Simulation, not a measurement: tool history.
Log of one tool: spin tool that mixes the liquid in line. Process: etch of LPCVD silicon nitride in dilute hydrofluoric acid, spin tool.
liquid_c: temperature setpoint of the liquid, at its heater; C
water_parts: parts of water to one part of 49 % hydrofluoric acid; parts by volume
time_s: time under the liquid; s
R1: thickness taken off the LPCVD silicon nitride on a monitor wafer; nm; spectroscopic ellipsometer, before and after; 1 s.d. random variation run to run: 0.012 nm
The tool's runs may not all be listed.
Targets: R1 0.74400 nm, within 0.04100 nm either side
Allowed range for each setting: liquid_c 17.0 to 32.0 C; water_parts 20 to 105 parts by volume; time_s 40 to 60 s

{"run": 1, "hour": 0.0, "liquid_c": 24.0, "water_parts": 55, "time_s": 60, "R1": 0.49536}
{"run": 2, "hour": 1.3, "liquid_c": 25.5, "water_parts": 55, "time_s": 60, "R1": 0.54124}
{"run": 3, "hour": 4.3, "liquid_c": 25.5, "water_parts": 65, "time_s": 60, "R1": 0.45718}
{"run": 4, "hour": 6.5, "liquid_c": 27.0, "water_parts": 65, "time_s": 60, "R1": 0.49978}
{"run": 5, "hour": 10.6, "liquid_c": 28.0, "water_parts": 65, "time_s": 60, "R1": 0.55056}
{"run": 6, "hour": 14.2, "liquid_c": 29.0, "water_parts": 65, "time_s": 60, "R1": 0.59276}
{"run": 7, "hour": 20.5, "liquid_c": 30.0, "water_parts": 65, "time_s": 60, "R1": 0.60237}
{"run": 8, "hour": 22.2, "liquid_c": 30.5, "water_parts": 65, "time_s": 60, "R1": 0.63656}
{"run": 9, "hour": 23.1, "liquid_c": 31.0, "water_parts": 65, "time_s": 60, "R1": 0.66972}
{"run": 10, "hour": 27.7, "liquid_c": 31.0, "water_parts": 65, "time_s": 60, "R1": 0.64984}
{"run": 11, "hour": 28.8, "liquid_c": 31.5, "water_parts": 65, "time_s": 60, "R1": 0.68031}
{"run": 12, "hour": 29.5, "liquid_c": 32.0, "water_parts": 65, "time_s": 60, "R1": 0.70256}

Pick the move, out of 4, that brings all results within their allowed miss; only one does.
{"run": "A", "hour": 30.2, "liquid_c": 30.0, "water_parts": 50, "time_s": 55, "R1": "?"}
{"run": "B", "hour": 30.2, "liquid_c": 31.5, "water_parts": 65, "time_s": 55, "R1": "?"}
{"run": "C", "hour": 30.2, "liquid_c": 32.0, "water_parts": 70, "time_s": 60, "R1": "?"}
{"run": "D", "hour": 30.2, "liquid_c": 31.0, "water_parts": 65, "time_s": 60, "R1": "?"}

move=A R1=0.73395
move=B R1=0.62227
move=C R1=0.65047
move=D R1=0.65768
A: all results land within tolerance of their targets
B: the biggest miss grows against the last run
C: the biggest miss grows against the last run
D: the biggest miss grows against the last run
Move A is the one to make.
